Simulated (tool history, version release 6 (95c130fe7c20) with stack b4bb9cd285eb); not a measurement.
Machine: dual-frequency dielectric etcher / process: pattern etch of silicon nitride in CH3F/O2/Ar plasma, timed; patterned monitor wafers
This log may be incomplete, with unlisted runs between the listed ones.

run,hour,source power (W),bias power (W),etch time (s),mean etch depth across the wafer (nm)
1,0.0,290,69,54.5,36.000
2,5.0,300,70,54.5,36.405
3,11.7,300,65,54.5,35.492
4,17.8,260,65,54.5,34.249
5,23.6,260,59,54.5,33.026
6,28.0,270,62,55.0,34.297
7,30.0,280,65,55.0,35.358
8,31.0,290,67,55.0,36.179

Run 9, settings as shown, results not yet in. Your forecast:
9,38.7,300,69,55.0,?

For run 9 the tool returned mean etch depth across the wafer (nm) 36.635.
